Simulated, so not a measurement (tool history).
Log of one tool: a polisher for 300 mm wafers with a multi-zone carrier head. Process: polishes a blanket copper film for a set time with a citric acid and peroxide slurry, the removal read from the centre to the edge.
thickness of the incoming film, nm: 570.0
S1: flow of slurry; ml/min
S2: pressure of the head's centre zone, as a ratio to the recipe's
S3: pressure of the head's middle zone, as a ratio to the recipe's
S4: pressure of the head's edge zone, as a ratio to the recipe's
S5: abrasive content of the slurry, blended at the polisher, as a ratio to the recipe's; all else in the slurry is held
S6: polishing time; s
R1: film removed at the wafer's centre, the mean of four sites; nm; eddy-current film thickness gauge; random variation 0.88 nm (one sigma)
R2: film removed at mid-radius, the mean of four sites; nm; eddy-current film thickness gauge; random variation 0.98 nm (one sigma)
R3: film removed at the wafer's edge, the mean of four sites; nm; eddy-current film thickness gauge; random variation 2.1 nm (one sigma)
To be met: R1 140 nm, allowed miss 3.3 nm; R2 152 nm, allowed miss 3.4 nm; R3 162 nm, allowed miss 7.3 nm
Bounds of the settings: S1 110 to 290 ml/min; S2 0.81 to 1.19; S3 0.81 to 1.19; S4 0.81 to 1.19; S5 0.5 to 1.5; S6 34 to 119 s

{"run": 1, "day": 0.0, "S1": 185, "S2": 1, "S3": 1, "S4": 1, "S5": 1, "S6": 76, "R1": 146.33, "R2": 147.29, "R3": 152.85}
{"run": 2, "day": 0.238, "S1": 185, "S2": 1, "S3": 1, "S4": 1.07, "S5": 1, "S6": 76, "R1": 148.64, "R2": 146.24, "R3": 154.12}
{"run": 3, "day": 0.442, "S1": 185, "S2": 1, "S3": 1.05, "S4": 1.07, "S5": 1, "S6": 76, "R1": 146.67, "R2": 151.48, "R3": 154.41}
{"run": 4, "day": 0.742, "S1": 180, "S2": 0.99, "S3": 1.05, "S4": 1.08, "S5": 1.05, "S6": 76, "R1": 144.64, "R2": 151.42, "R3": 156.85}
{"run": 5, "day": 0.858, "S1": 145, "S2": 0.99, "S3": 1.05, "S4": 1.08, "S5": 1.05, "S6": 76, "R1": 135.63, "R2": 141.5, "R3": 151.24}
{"run": 6, "day": 1.017, "S1": 145, "S2": 0.99, "S3": 1.05, "S4": 1.08, "S5": 1.05, "S6": 88, "R1": 157.04, "R2": 164.79, "R3": 173.84}
{"run": 7, "day": 1.088, "S1": 115, "S2": 0.91, "S3": 1, "S4": 1, "S5": 0.95, "S6": 88, "R1": 126.96, "R2": 140.5, "R3": 154.09}
{"run": 8, "day": 1.383, "S1": 125, "S2": 0.91, "S3": 1, "S4": 1, "S5": 0.95, "S6": 88, "R1": 132.29, "R2": 147.47, "R3": 156.45}
{"run": 9, "day": 1.404, "S1": 150, "S2": 0.93, "S3": 0.98, "S4": 1.03, "S5": 0.95, "S6": 88, "R1": 146.97, "R2": 152.96, "R3": 170.33}
{"run": 10, "day": 1.742, "S1": 150, "S2": 0.93, "S3": 0.98, "S4": 1.02, "S5": 0.95, "S6": 88, "R1": 147.25, "R2": 154.36, "R3": 169.05}
{"run": 11, "day": 1.879, "S1": 120, "S2": 0.91, "S3": 0.99, "S4": 0.98, "S5": 0.9, "S6": 88, "R1": 128.34, "R2": 143.67, "R3": 152.9}
{"run": 12, "day": 1.942, "S1": 125, "S2": 0.91, "S3": 0.99, "S4": 0.98, "S5": 0.9, "S6": 88, "R1": 131.62, "R2": 145.32, "R3": 152.05}
{"run": 13, "day": 2.267, "S1": 125, "S2": 0.91, "S3": 0.99, "S4": 0.98, "S5": 0.9, "S6": 88, "R1": 130.63, "R2": 144.53, "R3": 153.8}
{"day": 2.625, "done": "slurry nozzle cleaned"}
{"run": 14, "day": 2.625, "S1": 175, "S2": 0.93, "S3": 1, "S4": 1.02, "S5": 0.9, "S6": 88, "R1": 174.9, "R2": 184.1, "R3": 185.03}
{"run": 15, "day": 2.988, "S1": 175, "S2": 0.93, "S3": 1, "S4": 1.02, "S5": 0.9, "S6": 88, "R1": 175.09, "R2": 183.93, "R3": 184.98}

Which of these 4 next moves meets every target?
{"run": "A", "day": 3.35, "S1": 165, "S2": 0.81, "S3": 0.97, "S4": 1.07, "S5": 1.1, "S6": 73, "R1": "?", "R2": "?", "R3": "?"}
{"run": "B", "day": 3.35, "S1": 205, "S2": 0.92, "S3": 0.94, "S4": 1.04, "S5": 0.75, "S6": 77, "R1": "?", "R2": "?", "R3": "?"}
{"run": "C", "day": 3.35, "S1": 130, "S2": 0.91, "S3": 1.04, "S4": 1.02, "S5": 0.8, "S6": 82, "R1": "?", "R2": "?", "R3": "?"}
{"run": "D", "day": 3.35, "S1": 130, "S2": 0.88, "S3": 0.97, "S4": 1.03, "S5": 1.2, "S6": 76, "R1": "?", "R2": "?", "R3": "?"}

move=A R1=133.26 R2=151.62 R3=159.35
move=B R1=153.03 R2=151.81 R3=159.39
move=C R1=147.66 R2=160.59 R3=159.15
move=D R1=142.74 R2=152.17 R3=159.36
A: takes the result that was furthest off past its target
B: nearer than the last run, and not there yet
C: nearer than the last run, and not there yet
D: meets every target
Answer: D
